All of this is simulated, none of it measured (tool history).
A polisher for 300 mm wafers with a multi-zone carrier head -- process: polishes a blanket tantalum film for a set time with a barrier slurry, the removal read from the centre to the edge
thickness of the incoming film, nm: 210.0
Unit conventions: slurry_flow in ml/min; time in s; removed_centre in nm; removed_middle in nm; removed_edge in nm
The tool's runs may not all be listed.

run	day	slurry_flow	centre_zone	middle_zone	edge_zone	slurry_solids	time	removed_centre	removed_middle	removed_edge
1	0	145	1	1	1	1	49	75.703	79.535	79.913
2	0.038	145	1	1	1.07	1	49	75.594	78.728	82.978
3	0.212	145	1	1	1.07	1.15	49	78.788	82.109	83.544
4	0.296	145	0.96	1	1.07	1.15	49	75.69	82.324	84.606
5	0.671	145	0.96	1	1.07	1.05	49	73.963	80.698	84.741
6	0.979	145	0.96	1	1.07	1.05	40	59.61	65.675	68.238
7	1.129	150	0.97	1.01	1.08	1.1	41	63.054	69.172	72.157
8	1.3	155	0.99	1.03	1.09	1.15	41	65.58	73.434	71.49
9	1.4	160	1	1.03	1.1	1.2	42	68.354	74.992	74.584
10	1.429	165	1.01	1.04	1.11	1.25	43	72.743	77.197	77.787
11	1.688	170	1.02	1.05	1.11	1.3	44	75.37	80.413	80.667

Run 12, settings as shown, results not yet in. Your forecast:
12	1.771	175	1.03	1.06	1.11	1.35	44	?	?	?

Run 12 measured removed_centre 76.979 nm, removed_middle 80.523 nm, removed_edge 84.262 nm.

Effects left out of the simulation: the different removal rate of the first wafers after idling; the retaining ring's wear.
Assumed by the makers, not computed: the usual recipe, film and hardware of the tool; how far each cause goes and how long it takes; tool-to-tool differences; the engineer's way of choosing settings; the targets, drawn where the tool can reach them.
